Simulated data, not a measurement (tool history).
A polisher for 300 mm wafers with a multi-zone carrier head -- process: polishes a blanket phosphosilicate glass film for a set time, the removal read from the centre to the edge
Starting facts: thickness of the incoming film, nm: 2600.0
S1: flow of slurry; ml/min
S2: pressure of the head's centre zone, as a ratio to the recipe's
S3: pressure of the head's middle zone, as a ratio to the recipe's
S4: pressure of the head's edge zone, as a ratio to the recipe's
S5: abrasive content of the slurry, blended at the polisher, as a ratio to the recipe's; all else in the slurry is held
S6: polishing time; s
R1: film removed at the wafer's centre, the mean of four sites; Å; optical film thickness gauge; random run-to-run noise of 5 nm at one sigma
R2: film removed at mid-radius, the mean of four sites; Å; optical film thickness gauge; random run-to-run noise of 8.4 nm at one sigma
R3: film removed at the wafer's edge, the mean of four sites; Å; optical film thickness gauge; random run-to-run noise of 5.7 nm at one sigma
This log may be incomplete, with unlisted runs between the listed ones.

run,hour,S1,S2,S3,S4,S5,S6,R1,R2,R3
1,0,145,1,1,1,1,78,7856.5,7910,7953
2,7.1,140,0.98,0.98,0.98,0.95,78,7539.6,7692.1,7594.3
3,8.2,135,0.97,0.95,0.98,0.9,78,7065,6840.4,7382.8
4,11.9,135,0.97,0.95,1.07,0.9,78,6980,7059.2,7465.6
5,15.3,135,0.97,0.95,1.07,0.9,97,8664.2,8764.1,9150.1
6,21.4,135,0.97,0.95,1.02,0.9,97,8760,8693.9,9191.2
7,25.5,135,0.97,0.95,1.01,0.8,94,7667.7,7665.8,8058.9
8,28.7,135,0.97,0.95,1,0.75,94,7197.9,7212.1,7502.1
9,31.1,130,0.97,0.95,0.99,0.7,94,6590.4,6627.2,6848.4
10,32,125,0.97,0.95,0.99,0.7,94,6539.8,6545.4,6876.5
11,34.9,125,0.97,0.95,0.99,0.7,94,6612.6,6630.6,6902.1
12,36.1,120,0.97,0.95,0.99,0.7,94,6564.5,6566,6857
13,39.4,95,0.94,0.9,0.91,0.6,94,4855.8,4839.2,5219.3
14,45.9,135,0.93,0.91,0.96,0.6,94,5221.4,5235,5556.5

What does the tool deliver on the next run?
15,48,135,0.94,0.92,0.98,0.6,94,?,?,?

Run 15 came out at R1 5321.1 Å, R2 5276.1 Å, R3 5713.3 Å.

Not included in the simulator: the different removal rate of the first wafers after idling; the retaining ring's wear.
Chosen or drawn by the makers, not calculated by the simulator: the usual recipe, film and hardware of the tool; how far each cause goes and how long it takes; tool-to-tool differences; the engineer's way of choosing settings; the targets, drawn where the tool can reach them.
